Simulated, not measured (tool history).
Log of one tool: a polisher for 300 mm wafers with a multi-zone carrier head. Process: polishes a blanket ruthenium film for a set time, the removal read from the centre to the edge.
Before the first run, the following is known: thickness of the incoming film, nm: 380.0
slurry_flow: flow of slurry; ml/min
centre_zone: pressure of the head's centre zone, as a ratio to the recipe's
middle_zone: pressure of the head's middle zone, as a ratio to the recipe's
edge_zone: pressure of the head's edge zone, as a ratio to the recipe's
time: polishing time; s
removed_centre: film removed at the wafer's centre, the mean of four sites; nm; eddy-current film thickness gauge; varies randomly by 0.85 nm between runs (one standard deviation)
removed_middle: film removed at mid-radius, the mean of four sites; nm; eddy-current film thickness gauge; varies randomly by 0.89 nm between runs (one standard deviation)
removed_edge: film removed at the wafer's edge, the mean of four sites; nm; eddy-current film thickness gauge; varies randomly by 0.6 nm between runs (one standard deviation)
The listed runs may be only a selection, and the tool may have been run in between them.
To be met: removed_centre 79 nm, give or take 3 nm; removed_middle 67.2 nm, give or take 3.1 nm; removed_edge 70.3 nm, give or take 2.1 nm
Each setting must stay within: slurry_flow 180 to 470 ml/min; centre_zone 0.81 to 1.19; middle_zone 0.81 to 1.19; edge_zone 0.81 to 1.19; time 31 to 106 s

Run 1, hour 0: slurry_flow 300 ml/min, centre_zone 1, middle_zone 1, edge_zone 1, time 68 s. Result: removed_centre 58.938 nm, removed_middle 62.324 nm, removed_edge 63.597 nm.
Run 2, hour 6.1: slurry_flow 305 ml/min, centre_zone 1.02, middle_zone 1, edge_zone 1, time 69 s. Result: removed_centre 59.797 nm, removed_middle 63.266 nm, removed_edge 64.06 nm.
Run 3, hour 13.9: slurry_flow 365 ml/min, centre_zone 1.02, middle_zone 1, edge_zone 1, time 69 s. Result: removed_centre 60.89 nm, removed_middle 65.125 nm, removed_edge 65.787 nm.
Run 4, hour 17.6: slurry_flow 360 ml/min, centre_zone 1.04, middle_zone 0.99, edge_zone 0.99, time 70 s. Result: removed_centre 63.03 nm, removed_middle 64.976 nm, removed_edge 65.76 nm.
Run 5, hour 23.9: slurry_flow 360 ml/min, centre_zone 1.06, middle_zone 0.98, edge_zone 0.99, time 71 s. Result: removed_centre 65.713 nm, removed_middle 65.279 nm, removed_edge 67.577 nm.
Run 6, hour 28.4: slurry_flow 360 ml/min, centre_zone 1.06, middle_zone 0.98, edge_zone 0.99, time 82 s. Result: removed_centre 73.499 nm, removed_middle 74.382 nm, removed_edge 77.727 nm.
Run 7, hour 30.5: slurry_flow 355 ml/min, centre_zone 1.07, middle_zone 0.97, edge_zone 0.98, time 82 s. Result: removed_centre 74.623 nm, removed_middle 74.438 nm, removed_edge 77.473 nm.
Run 8, hour 38.5: slurry_flow 350 ml/min, centre_zone 1.08, middle_zone 0.96, edge_zone 0.97, time 82 s. Result: removed_centre 77.22 nm, removed_middle 74.625 nm, removed_edge 76.576 nm.
Run 9, hour 42.7: slurry_flow 345 ml/min, centre_zone 1.08, middle_zone 0.95, edge_zone 0.97, time 82 s. Result: removed_centre 74.981 nm, removed_middle 74.35 nm, removed_edge 77.212 nm.
Run 10, hour 48.8: slurry_flow 350 ml/min, centre_zone 1.09, middle_zone 0.94, edge_zone 0.96, time 81 s. Result: removed_centre 75.782 nm, removed_middle 71.979 nm, removed_edge 75.475 nm.
Run 11, hour 49.5: slurry_flow 350 ml/min, centre_zone 1.1, middle_zone 0.93, edge_zone 0.95, time 81 s. Result: removed_centre 75.326 nm, removed_middle 72.555 nm, removed_edge 75.375 nm.
Run 12, hour 52.4: slurry_flow 415 ml/min, centre_zone 1.19, middle_zone 0.83, edge_zone 0.85, time 79 s. Result: removed_centre 81.131 nm, removed_middle 65.553 nm, removed_edge 69.78 nm.

Exactly one of the 4 candidate moves below puts every result within its allowed miss. Which one?
Run A, hour 55.3: slurry_flow 460 ml/min, centre_zone 1.15, middle_zone 0.81, edge_zone 0.9, time 75 s. Result: removed_centre ?, removed_middle ?, removed_edge ?.
Run B, hour 55.3: slurry_flow 370 ml/min, centre_zone 1.14, middle_zone 0.84, edge_zone 0.84, time 80 s. Result: removed_centre ?, removed_middle ?, removed_edge ?.
Run C, hour 55.3: slurry_flow 335 ml/min, centre_zone 1.12, middle_zone 0.94, edge_zone 0.81, time 82 s. Result: removed_centre ?, removed_middle ?, removed_edge ?.
Run D, hour 55.3: slurry_flow 400 ml/min, centre_zone 1.14, middle_zone 0.81, edge_zone 0.89, time 76 s. Result: removed_centre ?, removed_middle ?, removed_edge ?.

move  removed_centre  removed_middle  removed_edge
   A          76.044          63.246        69.741
   B          79.013          67.932        71.196
   C          78.838          74.217        71.268
   D          75.559          63.468        69.776
A: meets the target for the result that was furthest off, but another lies outside its allowed miss
B: hits every target within its allowed miss
C: meets the target for the result that was furthest off, but another lies outside its allowed miss
D: takes the result that was furthest off past its target
Move B is the one to make.
